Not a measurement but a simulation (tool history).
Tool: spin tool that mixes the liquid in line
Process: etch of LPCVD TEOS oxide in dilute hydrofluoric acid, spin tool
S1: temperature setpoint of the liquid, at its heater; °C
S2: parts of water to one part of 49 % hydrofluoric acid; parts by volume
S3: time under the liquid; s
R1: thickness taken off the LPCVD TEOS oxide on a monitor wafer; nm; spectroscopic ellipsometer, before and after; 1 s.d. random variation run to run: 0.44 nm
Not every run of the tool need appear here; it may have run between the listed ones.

run,hour,S1,S2,S3,R1
1,0.0,22.0,215,295,71.448
2,2.7,20.5,215,295,68.435
3,8.1,20.5,165,295,92.476
4,12.3,20.5,120,295,130.930
5,14.7,20.5,150,295,101.380
6,16.6,20.5,150,295,104.820

For run 7, what comes out?
7,23.6,19.5,170,295,?

R1: 85.642 nm
